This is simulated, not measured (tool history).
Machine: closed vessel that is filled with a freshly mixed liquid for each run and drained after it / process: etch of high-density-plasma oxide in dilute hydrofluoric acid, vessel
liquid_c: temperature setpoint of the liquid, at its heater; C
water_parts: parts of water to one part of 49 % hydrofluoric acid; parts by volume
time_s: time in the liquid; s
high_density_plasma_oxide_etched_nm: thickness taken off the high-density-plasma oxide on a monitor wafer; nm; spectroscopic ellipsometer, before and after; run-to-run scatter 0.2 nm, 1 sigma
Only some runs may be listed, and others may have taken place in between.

run,hour,liquid_c,water_parts,time_s,high_density_plasma_oxide_etched_nm
1,0.0,21.0,160,2520,91.862
2,3.7,21.0,120,2520,127.870
3,11.6,20.0,145,2520,99.090
4,17.8,19.0,160,2520,84.867
5,19.6,18.5,170,2520,77.355
6,26.6,18.5,170,2715,83.752
7,33.1,18.5,170,2715,83.324
8,35.9,18.0,180,2715,76.065
9,40.3,17.5,185,2715,72.739
10,45.0,17.5,190,2715,70.050
11,50.0,17.5,195,2715,68.197
12,53.6,17.5,200,2715,66.273
13,60.7,17.5,205,2715,63.967

Run 14 is up next; what results do you expect?
14,64.0,17.5,205,2715,?

{"run 14": {"high_density_plasma_oxide_etched_nm": 64.43}}
